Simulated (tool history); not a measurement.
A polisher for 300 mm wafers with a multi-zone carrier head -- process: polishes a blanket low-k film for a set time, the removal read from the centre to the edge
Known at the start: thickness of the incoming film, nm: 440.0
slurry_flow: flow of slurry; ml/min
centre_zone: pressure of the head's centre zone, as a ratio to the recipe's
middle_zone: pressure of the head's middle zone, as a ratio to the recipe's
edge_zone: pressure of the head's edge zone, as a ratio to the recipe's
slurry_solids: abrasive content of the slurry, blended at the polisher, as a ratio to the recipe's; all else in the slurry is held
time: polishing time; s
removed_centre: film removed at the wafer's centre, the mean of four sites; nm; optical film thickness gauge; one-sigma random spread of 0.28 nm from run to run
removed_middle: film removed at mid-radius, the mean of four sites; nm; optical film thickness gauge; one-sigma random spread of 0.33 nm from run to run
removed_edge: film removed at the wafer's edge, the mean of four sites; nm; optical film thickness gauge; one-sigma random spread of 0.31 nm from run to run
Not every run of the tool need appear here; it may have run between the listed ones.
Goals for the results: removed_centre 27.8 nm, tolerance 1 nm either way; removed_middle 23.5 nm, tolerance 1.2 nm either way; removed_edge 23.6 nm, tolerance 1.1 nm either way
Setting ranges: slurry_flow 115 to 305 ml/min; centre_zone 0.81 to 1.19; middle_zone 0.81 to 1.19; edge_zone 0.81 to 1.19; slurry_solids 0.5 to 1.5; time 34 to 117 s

{"run": 1, "hour": 0.0, "slurry_flow": 195, "centre_zone": 1, "middle_zone": 1, "edge_zone": 1, "slurry_solids": 1, "time": 75, "removed_centre": 40.896, "removed_middle": 39.808, "removed_edge": 40.953}
{"run": 2, "hour": 6.4, "slurry_flow": 195, "centre_zone": 1, "middle_zone": 0.94, "edge_zone": 1, "slurry_solids": 1, "time": 75, "removed_centre": 40.865, "removed_middle": 37.136, "removed_edge": 40.841}
{"run": 3, "hour": 9.6, "slurry_flow": 200, "centre_zone": 1.01, "middle_zone": 0.94, "edge_zone": 0.97, "slurry_solids": 0.9, "time": 72, "removed_centre": 37.718, "removed_middle": 34.145, "removed_edge": 36.681}
{"run": 4, "hour": 10.6, "slurry_flow": 220, "centre_zone": 1.01, "middle_zone": 0.94, "edge_zone": 0.97, "slurry_solids": 0.9, "time": 72, "removed_centre": 38.535, "removed_middle": 34.857, "removed_edge": 36.282}
{"run": 5, "hour": 12.5, "slurry_flow": 220, "centre_zone": 1.01, "middle_zone": 1, "edge_zone": 0.97, "slurry_solids": 0.9, "time": 72, "removed_centre": 38.679, "removed_middle": 36.418, "removed_edge": 37.681}
{"run": 6, "hour": 13.2, "slurry_flow": 230, "centre_zone": 1.02, "middle_zone": 0.99, "edge_zone": 0.94, "slurry_solids": 0.85, "time": 69, "removed_centre": 37.473, "removed_middle": 34.584, "removed_edge": 33.703}
{"run": 7, "hour": 14.6, "slurry_flow": 230, "centre_zone": 1.01, "middle_zone": 0.97, "edge_zone": 0.93, "slurry_solids": 0.8, "time": 68, "removed_centre": 34.877, "removed_middle": 32.391, "removed_edge": 33.139}
{"run": 8, "hour": 18.9, "slurry_flow": 230, "centre_zone": 1.01, "middle_zone": 0.97, "edge_zone": 0.93, "slurry_solids": 0.8, "time": 68, "removed_centre": 35.756, "removed_middle": 32.908, "removed_edge": 33.156}
{"run": 9, "hour": 22.5, "slurry_flow": 235, "centre_zone": 1.02, "middle_zone": 0.96, "edge_zone": 0.92, "slurry_solids": 0.75, "time": 66, "removed_centre": 33.326, "removed_middle": 30.61, "removed_edge": 31.059}

Which of these 4 next moves meets every target?
{"run": "A", "hour": 26.1, "slurry_flow": 265, "centre_zone": 1.14, "middle_zone": 1.01, "edge_zone": 0.84, "slurry_solids": 0.85, "time": 49, "removed_centre": "?", "removed_middle": "?", "removed_edge": "?"}
{"run": "B", "hour": 26.1, "slurry_flow": 250, "centre_zone": 1.08, "middle_zone": 0.95, "edge_zone": 0.87, "slurry_solids": 0.85, "time": 49, "removed_centre": "?", "removed_middle": "?", "removed_edge": "?"}
{"run": "C", "hour": 26.1, "slurry_flow": 255, "centre_zone": 0.84, "middle_zone": 0.92, "edge_zone": 1.06, "slurry_solids": 0.8, "time": 91, "removed_centre": "?", "removed_middle": "?", "removed_edge": "?"}
{"run": "D", "hour": 26.1, "slurry_flow": 215, "centre_zone": 0.9, "middle_zone": 0.96, "edge_zone": 0.96, "slurry_solids": 0.7, "time": 62, "removed_centre": "?", "removed_middle": "?", "removed_edge": "?"}

move=A removed_centre=30.189 removed_middle=25.153 removed_edge=23.392
move=B removed_centre=28.359 removed_middle=23.732 removed_edge=23.658
move=C removed_centre=39.914 removed_middle=41.934 removed_edge=47.094
move=D removed_centre=26.792 removed_middle=27.261 removed_edge=28.307
A: puts the biggest miss on target and leaves a different result outside tolerance
B: all results in spec
C: the biggest miss grows against the last run
D: closer than the last run, but not yet in spec
Answer: B
